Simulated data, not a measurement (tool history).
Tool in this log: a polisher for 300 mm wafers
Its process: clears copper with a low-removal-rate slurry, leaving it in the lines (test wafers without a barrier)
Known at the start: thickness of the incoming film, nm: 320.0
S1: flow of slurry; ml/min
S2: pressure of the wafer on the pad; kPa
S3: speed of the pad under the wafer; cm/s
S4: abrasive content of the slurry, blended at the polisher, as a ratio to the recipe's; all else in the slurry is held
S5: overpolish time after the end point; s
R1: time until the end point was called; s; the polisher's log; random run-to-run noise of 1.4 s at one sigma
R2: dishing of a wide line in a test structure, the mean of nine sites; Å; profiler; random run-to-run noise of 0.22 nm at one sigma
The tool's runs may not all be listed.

run	hour	S1	S2	S3	S4	S5	R1	R2
1	0.0	295	21.4	142	1.00	16	65.963	481.41
2	7.2	295	20.0	144	1.00	15	68.922	457.34
3	15.9	280	20.7	136	0.95	14	67.915	416.09
4	20.0	270	20.7	128	0.90	13	75.190	366.98
5	25.9	260	21.4	120	0.85	12	77.050	342.76
6	34.7	190	21.4	120	0.85	12	79.170	340.18

Expected results for the next run?
7	39.4	220	22.1	114	0.80	11	?	?

R1: 83.350 s
R2: 307.07 Å
